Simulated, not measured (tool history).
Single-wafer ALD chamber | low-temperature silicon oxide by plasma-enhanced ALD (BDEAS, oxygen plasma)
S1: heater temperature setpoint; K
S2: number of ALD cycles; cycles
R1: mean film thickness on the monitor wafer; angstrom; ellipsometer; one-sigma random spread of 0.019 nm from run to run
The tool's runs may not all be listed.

run  hour      S1  S2      R1
  1   0.0  368.15  29  46.913
  2   3.4  366.15  30  49.142
  3  11.0  363.15  31  51.379
  4  15.3  361.15  31  51.449
  5  22.9  361.15  27  45.140
  6  29.4  359.15  28  47.070
  7  34.0  357.15  29  49.170
  8  36.9  355.15  30  50.794
  9  41.2  354.15  31  53.004
 10  49.3  353.15  31  53.090
 11  50.8  352.15  31  53.673
 12  52.5  351.15  31  53.321
 13  61.3  350.15  31  53.617
 14  62.3  349.15  31  53.871

Run 15, settings as shown, results not yet in. Your forecast:
 15  66.9  348.15  31   ?

{"run 15": {"R1": 54.003}}
